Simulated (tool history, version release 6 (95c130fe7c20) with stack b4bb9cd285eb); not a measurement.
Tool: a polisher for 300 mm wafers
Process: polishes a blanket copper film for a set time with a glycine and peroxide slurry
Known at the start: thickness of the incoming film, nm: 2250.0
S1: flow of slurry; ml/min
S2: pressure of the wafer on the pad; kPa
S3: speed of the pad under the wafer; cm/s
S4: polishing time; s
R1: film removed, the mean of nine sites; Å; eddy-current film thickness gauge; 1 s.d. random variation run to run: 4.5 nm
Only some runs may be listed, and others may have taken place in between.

run	hour	S1	S2	S3	S4	R1
1	0.0	230	15.9	96	62	2733.2
2	2.5	230	17.2	98	62	2939.4
3	8.9	230	17.2	98	65	3042.9
4	15.5	230	18.6	100	65	3336.2
5	21.5	230	20.0	100	65	3527.5
# hour 30.5: worn pad replaced by a new one
6	30.5	230	20.7	102	65	3961.7

What will run 7 give?
7	34.7	230	20.7	102	65	?

{"run 7": {"R1": 3903.4}}
